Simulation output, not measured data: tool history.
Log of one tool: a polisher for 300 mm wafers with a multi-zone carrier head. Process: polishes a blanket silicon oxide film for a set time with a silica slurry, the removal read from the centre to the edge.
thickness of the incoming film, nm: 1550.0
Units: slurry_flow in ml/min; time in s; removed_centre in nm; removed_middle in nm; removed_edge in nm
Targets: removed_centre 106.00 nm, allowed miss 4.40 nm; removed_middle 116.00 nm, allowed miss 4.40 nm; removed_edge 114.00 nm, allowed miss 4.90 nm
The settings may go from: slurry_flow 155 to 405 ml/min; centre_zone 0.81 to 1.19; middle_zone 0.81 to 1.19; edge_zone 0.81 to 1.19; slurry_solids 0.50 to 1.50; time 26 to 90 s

run  hour  slurry_flow  centre_zone  middle_zone  edge_zone  slurry_solids  time  removed_centre  removed_middle  removed_edge
  1   0.0          260         1.00         1.00       1.00           1.00    58          153.63          156.75        158.70
  2   3.4          260         1.00         0.93       1.00           1.00    58          152.76          147.00        154.70
  3  10.6          260         1.00         0.93       1.07           1.00    58          153.39          148.84        155.86
  4  19.5          260         1.00         0.93       1.07           1.00    50          132.91          127.30        137.95
  5  26.2          260         1.00         0.93       1.07           0.90    50          127.83          122.43        134.67
  6  34.9          260         1.00         0.93       1.07           1.05    50          136.06          130.31        140.43
  7  38.5          265         1.00         0.96       1.04           1.00    49          130.53          127.60        132.52
  8  40.9          275         0.99         0.97       1.02           0.95    49          128.22          129.57        129.29
  9  47.8          230         0.89         0.92       0.95           0.75    49          103.15          111.23        113.33
 10  53.5          230         0.89         0.93       0.95           0.75    49          100.07          111.01        115.26

5 next moves are on the table. One of them brings every result within its allowed miss. Which?
  A  59.2          205         0.98         0.85       0.93           0.80    49               ?               ?             ?
  B  59.2          220         0.89         0.81       0.89           0.55    64               ?               ?             ?
  C  59.2          215         1.00         0.89       0.94           0.90    46               ?               ?             ?
  D  59.2          270         0.95         1.02       1.01           1.05    42               ?               ?             ?
  E  59.2          225         0.96         0.81       1.07           0.55    59               ?               ?             ?

move  removed_centre  removed_middle  removed_edge
   A          112.41          105.06        112.69
   B          117.03          116.79        126.26
   C          113.48          106.97        111.64
   D          107.73          116.76        113.97
   E          116.87          107.96        127.41
A: takes the result that was furthest off past its target
B: takes the result that was furthest off past its target
C: takes the result that was furthest off past its target
D: meets every target
E: takes the result that was furthest off past its target
Answer: D
